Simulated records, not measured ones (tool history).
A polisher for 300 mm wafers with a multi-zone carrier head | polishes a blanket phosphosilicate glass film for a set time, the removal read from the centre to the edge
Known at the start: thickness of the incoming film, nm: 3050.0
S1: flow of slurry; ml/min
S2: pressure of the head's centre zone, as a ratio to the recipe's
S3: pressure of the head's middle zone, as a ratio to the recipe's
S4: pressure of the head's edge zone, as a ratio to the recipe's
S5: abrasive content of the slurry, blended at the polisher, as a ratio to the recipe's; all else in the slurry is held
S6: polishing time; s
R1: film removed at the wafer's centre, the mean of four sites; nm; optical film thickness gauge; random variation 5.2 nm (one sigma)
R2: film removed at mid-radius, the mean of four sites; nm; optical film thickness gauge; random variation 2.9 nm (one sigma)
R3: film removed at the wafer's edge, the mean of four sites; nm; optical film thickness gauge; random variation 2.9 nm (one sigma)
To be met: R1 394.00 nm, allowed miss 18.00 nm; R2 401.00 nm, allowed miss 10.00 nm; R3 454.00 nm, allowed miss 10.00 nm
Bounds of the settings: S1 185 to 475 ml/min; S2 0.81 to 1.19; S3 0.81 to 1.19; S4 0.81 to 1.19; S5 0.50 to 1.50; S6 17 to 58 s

Run 1, hour 0.0: S1 305 ml/min, S2 1.00, S3 1.00, S4 1.00, S5 1.00, S6 37 s. Result: R1 514.73 nm, R2 520.70 nm, R3 499.56 nm.
Run 2, hour 3.6: S1 295 ml/min, S2 0.97, S3 0.97, S4 1.00, S5 0.95, S6 37 s. Result: R1 492.19 nm, R2 489.21 nm, R3 488.43 nm.
Run 3, hour 11.5: S1 265 ml/min, S2 0.97, S3 0.97, S4 1.00, S5 0.95, S6 37 s. Result: R1 493.05 nm, R2 490.52 nm, R3 486.89 nm.
Run 4, hour 20.4: S1 265 ml/min, S2 0.93, S3 0.97, S4 1.00, S5 0.95, S6 37 s. Result: R1 477.39 nm, R2 491.04 nm, R3 485.29 nm.
Run 5, hour 25.2: S1 265 ml/min, S2 0.93, S3 0.97, S4 1.09, S5 0.95, S6 37 s. Result: R1 471.63 nm, R2 491.40 nm, R3 509.44 nm.
Run 6, hour 28.5: S1 330 ml/min, S2 0.93, S3 0.97, S4 1.09, S5 0.95, S6 37 s. Result: R1 486.67 nm, R2 493.34 nm, R3 515.64 nm.
Run 7, hour 29.3: S1 315 ml/min, S2 0.91, S3 0.95, S4 1.08, S5 0.90, S6 37 s. Result: R1 455.94 nm, R2 468.54 nm, R3 488.42 nm.
Run 8, hour 34.1: S1 310 ml/min, S2 0.89, S3 0.93, S4 1.08, S5 0.90, S6 37 s. Result: R1 431.93 nm, R2 457.57 nm, R3 491.86 nm.
Run 9, hour 40.0: S1 310 ml/min, S2 0.89, S3 0.91, S4 1.06, S5 0.90, S6 37 s. Result: R1 440.13 nm, R2 454.76 nm, R3 489.22 nm.
Run 10, hour 41.5: S1 260 ml/min, S2 0.81, S3 0.81, S4 1.01, S5 0.75, S6 37 s. Result: R1 334.67 nm, R2 350.39 nm, R3 405.75 nm.
Run 11, hour 49.5: S1 345 ml/min, S2 0.87, S3 0.86, S4 1.08, S5 0.75, S6 37 s. Result: R1 373.95 nm, R2 376.83 nm, R3 426.51 nm.
Run 12, hour 58.2: S1 345 ml/min, S2 0.87, S3 0.87, S4 1.09, S5 0.75, S6 37 s. Result: R1 368.94 nm, R2 377.77 nm, R3 429.29 nm.
Run 13, hour 62.9: S1 345 ml/min, S2 0.88, S3 0.88, S4 1.10, S5 0.75, S6 37 s. Result: R1 378.67 nm, R2 380.22 nm, R3 427.91 nm.
Run 14, hour 72.0: S1 345 ml/min, S2 0.88, S3 0.89, S4 1.11, S5 0.75, S6 37 s. Result: R1 386.38 nm, R2 386.33 nm, R3 431.80 nm.
Run 15, hour 74.6: S1 345 ml/min, S2 0.88, S3 0.89, S4 1.12, S5 0.75, S6 37 s. Result: R1 384.89 nm, R2 385.67 nm, R3 430.35 nm.
Run 16, hour 76.7: S1 345 ml/min, S2 0.88, S3 0.89, S4 1.13, S5 0.75, S6 37 s. Result: R1 372.31 nm, R2 383.93 nm, R3 432.20 nm.
Run 17, hour 79.1: S1 350 ml/min, S2 0.88, S3 0.89, S4 1.14, S5 0.75, S6 37 s. Result: R1 369.63 nm, R2 384.68 nm, R3 441.45 nm.
Run 18, hour 86.1: S1 350 ml/min, S2 0.89, S3 0.90, S4 1.14, S5 0.75, S6 37 s. Result: R1 382.88 nm, R2 391.68 nm, R3 434.98 nm.
Run 19, hour 93.3: S1 350 ml/min, S2 0.89, S3 0.90, S4 1.15, S5 0.75, S6 37 s. Result: R1 373.01 nm, R2 385.67 nm, R3 440.46 nm.

Which of these 5 next moves meets every target?
Run A, hour 100.5: S1 420 ml/min, S2 0.89, S3 0.89, S4 1.13, S5 0.80, S6 36 s. Result: R1 ?, R2 ?, R3 ?.
Run B, hour 100.5: S1 380 ml/min, S2 0.87, S3 0.94, S4 1.10, S5 0.75, S6 39 s. Result: R1 ?, R2 ?, R3 ?.
Run C, hour 100.5: S1 320 ml/min, S2 0.95, S3 0.89, S4 1.08, S5 0.80, S6 35 s. Result: R1 ?, R2 ?, R3 ?.
Run D, hour 100.5: S1 375 ml/min, S2 0.96, S3 0.85, S4 1.15, S5 1.00, S6 32 s. Result: R1 ?, R2 ?, R3 ?.
Run E, hour 100.5: S1 345 ml/min, S2 0.95, S3 0.89, S4 1.10, S5 0.75, S6 41 s. Result: R1 ?, R2 ?, R3 ?.

move      R1      R2      R3
   A  406.03  401.19  455.96
   B  404.10  427.71  458.44
   C  413.60  383.22  427.48
   D  454.14  400.49  478.26
   E  460.90  426.81  479.97
A: meets every target
B: takes the result that was furthest off past its target
C: further off than the last run
D: brings the result that was furthest off to its target, and leaves another outside
E: takes the result that was furthest off past its target
The right move is A.

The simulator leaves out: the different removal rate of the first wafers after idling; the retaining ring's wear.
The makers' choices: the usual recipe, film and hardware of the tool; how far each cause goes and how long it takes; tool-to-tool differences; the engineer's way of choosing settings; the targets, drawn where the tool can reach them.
